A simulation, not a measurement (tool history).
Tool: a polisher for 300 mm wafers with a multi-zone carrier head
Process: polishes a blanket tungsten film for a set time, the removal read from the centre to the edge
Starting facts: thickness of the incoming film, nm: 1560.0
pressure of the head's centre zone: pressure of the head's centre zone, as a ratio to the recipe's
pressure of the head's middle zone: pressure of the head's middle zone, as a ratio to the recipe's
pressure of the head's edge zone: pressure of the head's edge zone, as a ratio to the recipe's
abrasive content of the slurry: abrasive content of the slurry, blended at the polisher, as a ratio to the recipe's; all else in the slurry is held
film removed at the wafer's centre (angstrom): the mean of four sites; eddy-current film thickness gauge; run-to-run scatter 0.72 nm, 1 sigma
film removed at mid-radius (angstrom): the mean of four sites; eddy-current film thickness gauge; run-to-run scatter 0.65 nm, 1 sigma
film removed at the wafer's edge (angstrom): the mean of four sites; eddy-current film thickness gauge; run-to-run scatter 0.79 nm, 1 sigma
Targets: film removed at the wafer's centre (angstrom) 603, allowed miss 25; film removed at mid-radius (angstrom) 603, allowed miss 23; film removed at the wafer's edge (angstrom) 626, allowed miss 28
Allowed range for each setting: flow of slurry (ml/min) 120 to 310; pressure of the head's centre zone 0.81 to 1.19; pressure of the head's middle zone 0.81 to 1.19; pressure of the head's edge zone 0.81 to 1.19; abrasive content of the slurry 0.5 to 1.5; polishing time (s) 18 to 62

run    day  flow of slurry (ml/min)  pressure of the head's centre zone  pressure of the head's middle zone  pressure of the head's edge zone  abrasive content of the slurry  polishing time (s)  film removed at the wafer's centre (angstrom)  film removed at mid-radius (angstrom)  film removed at the wafer's edge (angstrom)
  1      0                      200                                   1                                   1                                 1                               1                  40                                         1309.6                                 1281.7                                       1288.4
  2  0.212                      200                                   1                                   1                                 1                             0.9                  40                                           1237                                 1255.3                                       1252.9
  3  0.342                      200                                   1                                   1                              0.93                             0.9                  40                                         1246.2                                 1267.5                                       1205.9
  4  0.375                      195                                0.99                                0.96                              0.92                             0.8                  35                                         1045.1                                  991.4                                       995.34
  5    0.7                      190                                0.95                                0.95                               0.9                             0.7                  32                                         861.04                                 890.47                                       855.87
  6   0.75                      185                                0.93                                0.92                              0.89                            0.65                  31                                         789.94                                 778.84                                       803.37
  7  0.942                      185                                0.92                                0.91                              0.87                             0.6                  30                                          723.2                                 743.03                                       750.46
  8    1.3                      185                                0.92                                 0.9                              0.86                            0.55                  29                                         690.65                                 675.76                                       695.79
  9  1.625                      185                                0.91                                0.89                              0.85                            0.55                  29                                         689.51                                 675.73                                       703.95
 10  1.979                      180                                 0.9                                0.89                              0.84                            0.55                  28                                          635.9                                 651.44                                       653.61
 11  2.158                      170                                 0.9                                0.88                              0.84                            0.55                  28                                         638.74                                 640.89                                       650.83
 12  2.292                      165                                0.89                                0.87                              0.84                            0.55                  28                                         625.75                                 621.28                                       653.92

Of the 4 settings listed for the next run, only one would bring every result within its allowed miss of target. Which one?
  A  2.425                      140                                0.88                                0.94                              0.92                             0.8                  25                                              ?                                      ?                                            ?
  B  2.425                      135                                0.98                                0.96                              0.81                            0.65                  27                                              ?                                      ?                                            ?
  C  2.425                      260                                0.87                                0.84                              0.83                            0.55                  26                                              ?                                      ?                                            ?
  D  2.425                      165                                0.81                                0.85                              0.86                            0.65                  26                                              ?                                      ?                                            ?

move  film removed at the wafer's centre (angstrom)  film removed at mid-radius (angstrom)  film removed at the wafer's edge (angstrom)
   A                                         609.48                                 671.16                                       675.39
   B                                         675.46                                 679.66                                       636.36
   C                                          615.9                                 617.75                                       633.74
   D                                         564.57                                 619.64                                       651.02
A: lands further from the targets than the last run did
B: brings the last run's worst result on target, with another outside its allowed miss
C: meets every target
D: brings the last run's worst result on target, with another outside its allowed miss
Correct choice: C, which meets every target
